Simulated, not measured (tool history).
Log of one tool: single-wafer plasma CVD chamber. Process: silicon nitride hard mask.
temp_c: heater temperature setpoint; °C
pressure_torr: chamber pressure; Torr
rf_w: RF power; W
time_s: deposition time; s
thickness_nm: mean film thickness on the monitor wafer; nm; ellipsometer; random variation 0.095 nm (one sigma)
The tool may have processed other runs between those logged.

run,hour,temp_c,pressure_torr,rf_w,time_s,thickness_nm
1,0,425,1.22,260,29.8,25.924
2,5.6,420,1.22,260,29.8,26.112
3,6.6,427,1.22,260,29.8,26.011
4,12.2,431,1.12,245,29.5,23.533
5,17.3,431,1.12,245,28.4,22.563
6,20.5,431,1.12,245,29.8,24.113
7,25.2,431,1.05,230,29.5,21.865
8,26.6,431,0.99,220,29.5,20.404

Run 9 has not been measured yet. What should we expect?
9,35.3,431,0.94,215,29.5,?

{"run 9": {"thickness_nm": 19.539}}
